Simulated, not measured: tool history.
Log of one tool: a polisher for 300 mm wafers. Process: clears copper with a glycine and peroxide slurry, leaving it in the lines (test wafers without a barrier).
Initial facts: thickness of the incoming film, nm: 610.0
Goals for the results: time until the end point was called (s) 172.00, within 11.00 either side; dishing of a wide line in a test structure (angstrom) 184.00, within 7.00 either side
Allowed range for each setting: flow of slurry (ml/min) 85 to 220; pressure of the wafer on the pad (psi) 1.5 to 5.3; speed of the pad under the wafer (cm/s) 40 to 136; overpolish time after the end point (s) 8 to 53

run   hour  flow of slurry (ml/min)  pressure of the wafer on the pad (psi)  speed of the pad under the wafer (cm/s)  overpolish time after the end point (s)  time until the end point was called (s)  dishing of a wide line in a test structure (angstrom)
  1    0.0                      140                                     3.4                                       88                                       27                                   106.36                                                 597.27
  2    0.6                      130                                     3.1                                       82                                       24                                   115.83                                                 521.49
  3    9.4                      125                                     2.9                                       76                                       22                                   130.40                                                 463.92
  4   13.2                      120                                     2.7                                       72                                       20                                   142.53                                                 402.81
  5   18.8                      120                                     3.5                                       72                                       20                                   113.95                                                 477.94
  6   23.4                      100                                     3.5                                       72                                       20                                   119.19                                                 458.33
  7   26.5                      100                                     3.2                                       68                                       18                                   136.59                                                 392.98
  8   29.9                      100                                     3.0                                       68                                       17                                   143.49                                                 365.79
  9   38.6                      100                                     2.8                                       68                                       16                                   150.32                                                 329.82
 10   46.1                      100                                     2.6                                       72                                       15                                   151.86                                                 309.21
 11   54.5                      100                                     2.4                                       74                                       14                                   153.93                                                 281.89
 12   56.3                      100                                     2.3                                       76                                       13                                   163.69                                                 262.91
 13   58.1                      100                                     2.2                                       80                                       12                                   162.15                                                 251.17
 14   60.4                      100                                     2.1                                       82                                       11                                   164.36                                                 224.48
 15   67.6                      100                                     1.5                                       94                                        8                                   182.78                                                 154.75
 16   72.9                      105                                     1.5                                       94                                        8                                   182.39                                                 150.98
 17   80.4                      105                                     1.5                                       94                                        8                                   185.39                                                 153.47
 18   89.4                      110                                     2.0                                       90                                       16                                   162.08                                                 320.32
 19   90.5                      125                                     1.9                                       88                                       16                                   152.81                                                 313.09
 20   96.5                      120                                     1.8                                       92                                       16                                   164.70                                                 313.32
 21  103.8                      115                                     1.8                                       94                                       15                                   162.30                                                 291.92
 22  112.8                      120                                     1.8                                       90                                       14                                   163.52                                                 273.45
 23  118.5                      115                                     1.8                                       94                                       14                                   165.14                                                 276.33
 24  124.7                      120                                     1.8                                       90                                       13                                   162.72                                                 263.62
 25  127.3                      115                                     1.8                                       94                                       13                                   159.23                                                 261.10
 26  129.8                      115                                     1.8                                       92                                       12                                   166.00                                                 243.55

Consider the 5 candidate settings below. Which is the only one whose results all fall within their allowed miss of target?
  A  132.3                      100                                     1.9                                      100                                       13                                        ?                                                      ?
  B  132.3                      115                                     1.9                                       86                                       20                                        ?                                                      ?
  C  132.3                       90                                     1.9                                       78                                       10                                        ?                                                      ?
  D  132.3                       95                                     1.5                                       78                                       10                                        ?                                                      ?
  E  132.3                      110                                     1.7                                       94                                        9                                        ?                                                      ?

move  time until the end point was called (s)  dishing of a wide line in a test structure (angstrom)
   A                                   160.34                                                 273.51
   B                                   169.11                                                 365.37
   C                                   192.17                                                 190.04
   D                                   218.01                                                 169.18
   E                                   174.30                                                 187.56
A: its largest miss is bigger than the last run's
B: its largest miss is bigger than the last run's
C: corrects the largest miss of the last run, while another result sits out of spec
D: carries the result that was furthest off beyond its target, to the other side
E: in spec on every target
Move E is the one to make.
